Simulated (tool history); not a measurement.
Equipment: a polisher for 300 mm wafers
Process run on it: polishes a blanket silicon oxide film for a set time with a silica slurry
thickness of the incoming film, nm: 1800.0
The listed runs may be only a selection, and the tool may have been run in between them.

run,day,flow of slurry (ml/min),pressure of the wafer on the pad (psi),speed of the pad under the wafer (m/s),abrasive content of the slurry,polishing time (s),film removed (nm)
1,0.000,315,4.2,1.38,1.0,40,173.56
2,0.042,315,4.2,1.38,1.0,40,178.33
3,0.075,315,4.2,1.68,1.0,40,193.25
4,0.442,315,3.8,1.64,1.0,40,179.97
5,0.808,315,3.5,1.56,1.0,40,157.52
6,1.112,315,3.2,1.54,1.0,40,145.21
7,1.362,315,3.0,1.54,1.0,40,134.62
# day 1.404: head pressure recalibrated
8,1.404,315,2.8,1.54,1.0,40,121.40
9,1.750,315,2.7,1.54,1.0,40,117.00

Run 10 has not been measured yet. What should we expect?
10,2.012,315,2.7,1.54,1.0,40,?

Run 10 measured film removed (nm) 115.66.
